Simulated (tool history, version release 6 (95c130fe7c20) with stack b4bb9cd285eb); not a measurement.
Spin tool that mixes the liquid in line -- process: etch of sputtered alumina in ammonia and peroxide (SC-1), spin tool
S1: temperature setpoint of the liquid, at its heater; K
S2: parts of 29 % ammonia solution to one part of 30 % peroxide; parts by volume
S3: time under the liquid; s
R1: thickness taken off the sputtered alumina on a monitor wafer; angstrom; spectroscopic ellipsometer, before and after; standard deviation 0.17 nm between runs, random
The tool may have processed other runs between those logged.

| run | hour | S1 | S2 | S3 | R1 |
|---|---|---|---|---|---|
| 1 | 0.0 | 333.15 | 0.9 | 185 | 140.50 |
| 2 | 3.0 | 335.65 | 0.9 | 185 | 163.35 |
| 3 | 3.9 | 337.15 | 0.9 | 185 | 172.41 |
| 4 | 12.4 | 334.15 | 0.9 | 185 | 147.43 |
| 5 | 21.3 | 329.65 | 0.9 | 185 | 117.02 |
| 6 | 30.0 | 329.65 | 0.9 | 195 | 124.61 |
| 7 | 30.9 | 332.65 | 0.9 | 195 | 145.99 |

Run 8 is up next; what results do you expect?
| 8 | 38.2 | 334.65 | 0.9 | 195 | ? |

R1: 160.95 angstrom
